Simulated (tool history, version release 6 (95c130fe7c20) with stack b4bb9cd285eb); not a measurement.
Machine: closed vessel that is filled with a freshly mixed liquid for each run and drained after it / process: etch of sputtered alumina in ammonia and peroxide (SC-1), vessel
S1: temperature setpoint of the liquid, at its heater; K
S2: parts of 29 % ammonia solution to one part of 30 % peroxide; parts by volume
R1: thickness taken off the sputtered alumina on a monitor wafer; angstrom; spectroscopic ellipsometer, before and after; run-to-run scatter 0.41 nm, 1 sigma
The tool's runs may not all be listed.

Run 1, hour 0: S1 333.15 K, S2 0.85 parts by volume, time in the liquid (s) 225. Result: R1 273.29 angstrom.
Run 2, hour 2.6: S1 328.65 K, S2 0.85 parts by volume, time in the liquid (s) 225. Result: R1 217.04 angstrom.
Run 3, hour 9.3: S1 331.15 K, S2 0.85 parts by volume, time in the liquid (s) 225. Result: R1 250.5 angstrom.
Run 4, hour 11.4: S1 333.15 K, S2 0.85 parts by volume, time in the liquid (s) 225. Result: R1 278.52 angstrom.
Run 5, hour 20.7: S1 334.65 K, S2 0.85 parts by volume, time in the liquid (s) 225. Result: R1 296.6 angstrom.
Run 6, hour 26.5: S1 334.65 K, S2 0.6 parts by volume, time in the liquid (s) 225. Result: R1 286.92 angstrom.
Run 7, hour 30.8: S1 336.15 K, S2 0.65 parts by volume, time in the liquid (s) 225. Result: R1 313.29 angstrom.
Run 8, hour 32.1: S1 337.65 K, S2 0.65 parts by volume, time in the liquid (s) 225. Result: R1 341.92 angstrom.

Estimate the outcome of run 9 from the log above:
Run 9, hour 39.2: S1 338.65 K, S2 0.65 parts by volume, time in the liquid (s) 225. Result: R1 ?.

{"run 9": {"R1": 354.5}}
